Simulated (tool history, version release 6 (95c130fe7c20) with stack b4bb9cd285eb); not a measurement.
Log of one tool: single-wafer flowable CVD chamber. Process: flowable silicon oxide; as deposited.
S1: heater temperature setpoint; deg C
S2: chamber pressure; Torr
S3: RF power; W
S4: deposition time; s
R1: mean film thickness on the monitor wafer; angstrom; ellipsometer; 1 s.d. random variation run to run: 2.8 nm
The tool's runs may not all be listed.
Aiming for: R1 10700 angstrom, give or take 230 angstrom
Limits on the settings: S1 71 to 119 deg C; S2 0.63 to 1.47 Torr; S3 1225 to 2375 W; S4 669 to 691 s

Run 1, hour 0: S1 95 deg C, S2 1.05 Torr, S3 1800 W, S4 669 s. Result: R1 6431.6 angstrom.
Run 2, hour 2.5: S1 95 deg C, S2 1.12 Torr, S3 1800 W, S4 669 s. Result: R1 6828.3 angstrom.
Run 3, hour 5.9: S1 99 deg C, S2 1.12 Torr, S3 1800 W, S4 669 s. Result: R1 5998.9 angstrom.
Run 4, hour 8.8: S1 99 deg C, S2 1.03 Torr, S3 1800 W, S4 669 s. Result: R1 5529.8 angstrom.
Run 5, hour 12.2: S1 91 deg C, S2 1.03 Torr, S3 1800 W, S4 669 s. Result: R1 7260 angstrom.
Run 6, hour 15.1: S1 91 deg C, S2 0.85 Torr, S3 1800 W, S4 669 s. Result: R1 5983.4 angstrom.
Run 7, hour 23.6: S1 88 deg C, S2 0.85 Torr, S3 1800 W, S4 669 s. Result: R1 6560.8 angstrom.
Run 8, hour 26.1: S1 85 deg C, S2 0.85 Torr, S3 1800 W, S4 669 s. Result: R1 7168.4 angstrom.
Run 9, hour 29.4: S1 73 deg C, S2 0.85 Torr, S3 1800 W, S4 669 s. Result: R1 9991.3 angstrom.
Run 10, hour 31.3: S1 72 deg C, S2 0.86 Torr, S3 1800 W, S4 669 s. Result: R1 10389 angstrom.

Which of these 4 next moves meets every target?
Run A, hour 33.2: S1 71 deg C, S2 0.88 Torr, S3 1570 W, S4 685 s. Result: R1 ?.
Run B, hour 33.2: S1 73 deg C, S2 0.92 Torr, S3 1960 W, S4 676 s. Result: R1 ?.
Run C, hour 33.2: S1 71 deg C, S2 0.87 Torr, S3 1895 W, S4 681 s. Result: R1 ?.
Run D, hour 33.2: S1 73 deg C, S2 0.97 Torr, S3 1690 W, S4 669 s. Result: R1 ?.

move     R1
   A  10662
   B  11129
   C  11019
   D  11193
A: in spec on every target
B: takes the result that was furthest off past its target
C: takes the result that was furthest off past its target
D: takes the result that was furthest off past its target
Correct choice: A, which meets every target

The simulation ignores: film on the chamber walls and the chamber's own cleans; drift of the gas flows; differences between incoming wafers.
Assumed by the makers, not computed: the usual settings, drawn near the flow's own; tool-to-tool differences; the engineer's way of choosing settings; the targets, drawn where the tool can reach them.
